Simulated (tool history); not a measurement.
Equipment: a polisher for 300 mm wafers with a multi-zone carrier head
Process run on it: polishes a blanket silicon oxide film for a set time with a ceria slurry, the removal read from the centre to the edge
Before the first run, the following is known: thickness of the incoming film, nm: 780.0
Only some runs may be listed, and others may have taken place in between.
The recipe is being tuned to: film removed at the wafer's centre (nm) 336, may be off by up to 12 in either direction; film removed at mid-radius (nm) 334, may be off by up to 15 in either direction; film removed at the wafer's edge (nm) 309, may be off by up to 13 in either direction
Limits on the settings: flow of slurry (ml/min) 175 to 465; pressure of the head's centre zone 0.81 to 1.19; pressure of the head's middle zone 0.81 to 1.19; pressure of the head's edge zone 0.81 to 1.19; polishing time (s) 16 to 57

| run | hour | flow of slurry (ml/min) | pressure of the head's centre zone | pressure of the head's middle zone | pressure of the head's edge zone | polishing time (s) | film removed at the wafer's centre (nm) | film removed at mid-radius (nm) | film removed at the wafer's edge (nm) |
|---|---|---|---|---|---|---|---|---|---|
| 1 | 0 | 295 | 1 | 1 | 1 | 36 | 221.86 | 222.94 | 228.36 |
| 2 | 7.1 | 300 | 1.03 | 1.03 | 1.01 | 38 | 243.93 | 236.21 | 238.67 |
| 3 | 15 | 300 | 0.95 | 1.03 | 1.01 | 38 | 226.4 | 235.38 | 234.94 |
| 4 | 24 | 300 | 0.95 | 1.03 | 1.01 | 33 | 196.52 | 207.14 | 205.4 |
| 5 | 32.6 | 370 | 0.95 | 1.03 | 1.01 | 33 | 194.5 | 216.37 | 206.24 |
| 6 | 39.2 | 375 | 0.98 | 1.05 | 1.02 | 36 | 226.16 | 230.17 | 229.65 |
| 7 | 43.5 | 375 | 0.98 | 1.05 | 1.02 | 36 | 223.91 | 233.61 | 232.41 |
| 8 | 48.8 | 380 | 0.99 | 1.08 | 1 | 38 | 240 | 253.41 | 238.41 |

Exercise: of the 5 proposed moves below, exactly one satisfies all targets within the stated allowed misses. Which move is it?
| A | 54.1 | 430 | 1.07 | 1.19 | 0.92 | 47 | ? | ? | ? |
| B | 54.1 | 390 | 1.15 | 1.19 | 0.86 | 47 | ? | ? | ? |
| C | 54.1 | 360 | 1.16 | 1.19 | 0.82 | 47 | ? | ? | ? |
| D | 54.1 | 375 | 1.08 | 1.09 | 0.99 | 45 | ? | ? | ? |
| E | 54.1 | 320 | 1.1 | 1.16 | 0.99 | 49 | ? | ? | ? |

| move | film removed at the wafer's centre (nm) | film removed at mid-radius (nm) | film removed at the wafer's edge (nm) |
|---|---|---|---|
| A | 320.53 | 336.21 | 284.7 |
| B | 339.36 | 334.05 | 275.85 |
| C | 339.97 | 332.27 | 269.71 |
| D | 306.27 | 299.89 | 279.4 |
| E | 334.94 | 337.35 | 301.42 |
A: gains on the last run, yet a result remains outside its allowed miss
B: brings the result that was furthest off to its target, and leaves another outside
C: brings the result that was furthest off to its target, and leaves another outside
D: gains on the last run, yet a result remains outside its allowed miss
E: in spec on every target
E is the move that brings every result within its allowed miss.

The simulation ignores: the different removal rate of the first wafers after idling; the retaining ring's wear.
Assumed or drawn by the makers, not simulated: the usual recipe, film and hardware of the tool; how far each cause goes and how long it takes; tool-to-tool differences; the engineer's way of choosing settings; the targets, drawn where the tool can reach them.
